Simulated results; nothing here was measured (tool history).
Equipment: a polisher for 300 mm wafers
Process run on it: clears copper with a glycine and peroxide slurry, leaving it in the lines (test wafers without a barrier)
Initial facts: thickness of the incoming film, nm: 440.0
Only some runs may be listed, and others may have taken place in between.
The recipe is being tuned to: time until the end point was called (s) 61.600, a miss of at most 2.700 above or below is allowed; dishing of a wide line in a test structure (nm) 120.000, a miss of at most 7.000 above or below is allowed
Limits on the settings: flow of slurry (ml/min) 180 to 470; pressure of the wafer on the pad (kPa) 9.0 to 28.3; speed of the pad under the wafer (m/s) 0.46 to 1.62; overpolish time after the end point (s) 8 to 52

run	hour	flow of slurry (ml/min)	pressure of the wafer on the pad (kPa)	speed of the pad under the wafer (m/s)	overpolish time after the end point (s)	time until the end point was called (s)	dishing of a wide line in a test structure (nm)
1	0.0	300	18.6	1.04	26	91.225	85.522
2	8.6	300	20.0	1.04	26	84.746	88.830
3	12.1	340	20.0	1.04	26	82.915	86.834
4	19.9	340	20.7	1.04	27	80.275	93.791
5	24.7	340	20.7	0.80	27	102.300	78.045
6	27.9	340	20.7	0.94	27	89.697	86.187
7	30.2	340	20.7	0.94	27	88.480	89.359
8	33.3	340	22.1	0.94	27	83.076	91.315
9	34.2	340	22.8	0.94	27	84.428	94.509
10	38.7	340	22.8	0.94	27	82.311	94.272
11	47.5	340	27.6	1.02	28	64.573	113.160

5 candidate next runs follow, results not yet known. Just one meets every target within its allowed miss. Identify it.
A	56.3	375	27.6	1.10	22	?	?
B	56.3	320	25.5	1.16	30	?	?
C	56.3	380	24.8	1.06	31	?	?
D	56.3	380	25.5	0.94	34	?	?
E	56.3	355	24.8	1.14	24	?	?

move	time until the end point was called (s)	dishing of a wide line in a test structure (nm)
A	61.770	99.432
B	63.618	119.020
C	69.652	114.990
D	75.491	116.720
E	65.662	100.530
A: the worst result of the last run now meets its target, but another is out of spec
B: every result within its allowed miss
C: lands further from the targets than the last run did
D: lands further from the targets than the last run did
E: lands further from the targets than the last run did
B is the move that brings every result within its allowed miss.

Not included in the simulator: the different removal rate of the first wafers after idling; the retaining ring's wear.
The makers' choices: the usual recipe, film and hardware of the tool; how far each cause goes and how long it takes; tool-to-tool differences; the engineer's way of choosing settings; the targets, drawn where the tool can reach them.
